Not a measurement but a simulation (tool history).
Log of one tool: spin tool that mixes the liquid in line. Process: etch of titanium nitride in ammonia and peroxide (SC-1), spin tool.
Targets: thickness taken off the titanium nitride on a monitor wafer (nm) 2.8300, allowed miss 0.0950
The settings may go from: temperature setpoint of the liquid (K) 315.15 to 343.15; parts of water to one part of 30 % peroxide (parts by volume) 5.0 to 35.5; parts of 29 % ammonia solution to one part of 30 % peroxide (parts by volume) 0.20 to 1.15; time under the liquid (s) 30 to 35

| run | day | temperature setpoint of the liquid (K) | parts of water to one part of 30 % peroxide (parts by volume) | parts of 29 % ammonia solution to one part of 30 % peroxide (parts by volume) | time under the liquid (s) | thickness taken off the titanium nitride on a monitor wafer (nm) |
|---|---|---|---|---|---|---|
| 1 | 0.000 | 331.15 | 19.5 | 0.65 | 35 | 4.3808 |
| 2 | 0.325 | 331.15 | 19.5 | 0.50 | 35 | 4.2459 |
| 3 | 0.417 | 330.15 | 19.5 | 0.50 | 35 | 3.8045 |
| 4 | 0.579 | 329.65 | 19.5 | 0.50 | 35 | 3.7973 |
|  | 0.683 | new drum of ammonia solution connected |
| 5 | 0.683 | 329.65 | 19.5 | 0.50 | 35 | 3.8044 |
| 6 | 0.967 | 329.65 | 19.5 | 0.50 | 35 | 3.8392 |
| 7 | 1.221 | 329.65 | 19.5 | 0.50 | 35 | 3.8998 |
| 8 | 1.333 | 328.65 | 19.5 | 0.50 | 35 | 3.5546 |
| 9 | 1.517 | 328.15 | 19.5 | 0.50 | 35 | 3.4486 |
| 10 | 1.608 | 327.65 | 19.5 | 0.50 | 35 | 3.2735 |
| 11 | 1.642 | 327.15 | 19.5 | 0.50 | 35 | 3.2134 |
| 12 | 1.967 | 326.65 | 19.5 | 0.50 | 35 | 3.1609 |
| 13 | 2.175 | 326.15 | 19.5 | 0.50 | 35 | 2.9934 |

5 next moves are on the table. One of them brings every result within its allowed miss. Which?
| A | 2.383 | 326.15 | 17.0 | 0.90 | 30 | ? |
| B | 2.383 | 327.15 | 20.0 | 0.45 | 35 | ? |
| C | 2.383 | 325.15 | 22.0 | 0.75 | 35 | ? |
| D | 2.383 | 329.15 | 20.5 | 0.70 | 30 | ? |
| E | 2.383 | 329.15 | 20.0 | 0.25 | 35 | ? |

| move | thickness taken off the titanium nitride on a monitor wafer (nm) |
|---|---|
| A | 3.1156 |
| B | 3.1400 |
| C | 2.8532 |
| D | 3.2968 |
| E | 3.2137 |
A: further off than the last run
B: further off than the last run
C: meets every target
D: further off than the last run
E: further off than the last run
Move C is the one to make.

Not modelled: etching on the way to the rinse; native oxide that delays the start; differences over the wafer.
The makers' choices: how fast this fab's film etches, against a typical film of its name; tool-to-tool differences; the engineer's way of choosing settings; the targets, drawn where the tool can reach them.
